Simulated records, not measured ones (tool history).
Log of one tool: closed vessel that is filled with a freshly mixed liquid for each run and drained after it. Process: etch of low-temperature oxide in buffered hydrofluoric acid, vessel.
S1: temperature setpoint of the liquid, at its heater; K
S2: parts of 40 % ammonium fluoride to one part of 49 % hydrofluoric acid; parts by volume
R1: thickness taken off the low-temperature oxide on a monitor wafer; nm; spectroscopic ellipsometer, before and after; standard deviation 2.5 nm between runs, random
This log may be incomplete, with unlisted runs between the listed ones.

{"run": 1, "hour": 0.0, "S1": 298.15, "S2": 15, "time in the liquid (s)": 85, "R1": 359.05}
{"run": 2, "hour": 0.9, "S1": 298.15, "S2": 17, "time in the liquid (s)": 85, "R1": 312.62}
{"run": 3, "hour": 1.9, "S1": 298.15, "S2": 17, "time in the liquid (s)": 95, "R1": 357.8}
{"run": 4, "hour": 3.1, "S1": 299.65, "S2": 17, "time in the liquid (s)": 95, "R1": 386.17}
{"run": 5, "hour": 7.2, "S1": 297.65, "S2": 17, "time in the liquid (s)": 95, "R1": 349.69}
{"run": 6, "hour": 13.3, "S1": 296.15, "S2": 17, "time in the liquid (s)": 95, "R1": 319.29}

Predict the results of run 7:
{"run": 7, "hour": 18.1, "S1": 295.65, "S2": 17, "time in the liquid (s)": 95, "R1": "?"}

R1: 314.37 nm

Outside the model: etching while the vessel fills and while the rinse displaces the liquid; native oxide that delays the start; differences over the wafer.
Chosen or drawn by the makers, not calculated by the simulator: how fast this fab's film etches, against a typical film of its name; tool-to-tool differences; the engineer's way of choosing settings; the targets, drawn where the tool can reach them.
